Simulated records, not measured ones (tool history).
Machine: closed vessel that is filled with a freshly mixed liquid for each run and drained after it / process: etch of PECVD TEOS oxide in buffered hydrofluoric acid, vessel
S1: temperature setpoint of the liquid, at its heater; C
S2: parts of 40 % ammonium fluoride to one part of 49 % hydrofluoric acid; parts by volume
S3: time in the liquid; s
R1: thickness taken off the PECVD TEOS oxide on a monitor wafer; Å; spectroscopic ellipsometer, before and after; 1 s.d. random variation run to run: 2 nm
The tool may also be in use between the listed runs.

run,day,S1,S2,S3,R1
1,0.000,23.0,12.5,90,1959.3
2,0.104,23.0,12.5,100,2172.4
3,0.479,23.0,10.5,100,2560.2
4,0.733,26.5,10.5,100,3077.3
5,0.771,26.5,10.5,100,3154.7
6,1.008,26.5,12.0,100,2734.6
7,1.325,25.5,12.0,100,2563.8
8,1.629,25.0,12.0,100,2516.5
9,1.792,24.5,12.0,100,2418.6

For run 10, what comes out?
10,2.150,24.0,12.0,100,?

Run 10 came out at R1 2350.6 Å.
